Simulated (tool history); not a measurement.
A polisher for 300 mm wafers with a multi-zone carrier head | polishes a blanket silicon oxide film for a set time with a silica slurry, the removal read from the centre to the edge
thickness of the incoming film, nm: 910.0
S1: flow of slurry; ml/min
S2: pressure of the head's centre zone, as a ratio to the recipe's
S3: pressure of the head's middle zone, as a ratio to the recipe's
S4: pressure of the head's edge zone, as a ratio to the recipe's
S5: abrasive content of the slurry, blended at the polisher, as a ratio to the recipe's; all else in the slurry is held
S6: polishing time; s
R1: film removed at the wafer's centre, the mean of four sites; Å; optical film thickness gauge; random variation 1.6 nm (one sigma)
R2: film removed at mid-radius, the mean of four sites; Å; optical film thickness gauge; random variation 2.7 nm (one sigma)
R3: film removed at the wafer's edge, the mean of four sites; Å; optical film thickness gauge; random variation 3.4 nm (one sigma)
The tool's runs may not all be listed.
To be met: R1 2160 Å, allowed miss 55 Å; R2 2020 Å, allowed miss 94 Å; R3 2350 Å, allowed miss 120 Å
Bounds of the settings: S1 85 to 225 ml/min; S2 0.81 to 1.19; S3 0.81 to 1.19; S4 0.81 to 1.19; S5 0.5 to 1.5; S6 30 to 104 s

run,day,S1,S2,S3,S4,S5,S6,R1,R2,R3
1,0,145,1,1,1,1,67,2679.4,2689.6,2563.9
2,0.096,145,1,1.06,1,1,67,2688.1,2787.9,2562.7
3,0.358,120,1,1.06,1,1,67,2621.2,2648.1,2474.6
4,0.379,110,0.98,1,1.02,0.95,67,2462.4,2441.5,2428.4
5,0.567,105,0.97,0.96,1.03,0.95,67,2399,2391.5,2458.8
6,0.792,100,0.97,0.93,1.04,0.9,67,2291.1,2244.6,2366.5
7,1.096,95,0.97,0.9,1.05,0.9,67,2251.6,2109,2389.8
8,1.246,95,0.97,0.89,1.05,0.9,67,2259.9,2127.4,2325

4 next moves are on the table. One of them brings every result within its allowed miss. Which?
A,1.396,85,0.95,0.87,1.07,0.9,68,?,?,?
B,1.396,85,0.91,0.81,1.13,0.65,82,?,?,?
C,1.396,100,0.89,0.98,0.98,0.95,63,?,?,?
D,1.396,130,0.88,0.99,0.99,0.9,64,?,?,?

move,R1,R2,R3
A,2175.8,2065.4,2418.3
B,2066.1,1932.7,2459.5
C,2022,2251.4,2270.1
D,2089.1,2356.9,2330.2
A: meets every target
B: takes the result that was furthest off past its target
C: takes the result that was furthest off past its target
D: takes the result that was furthest off past its target
The right move is A.
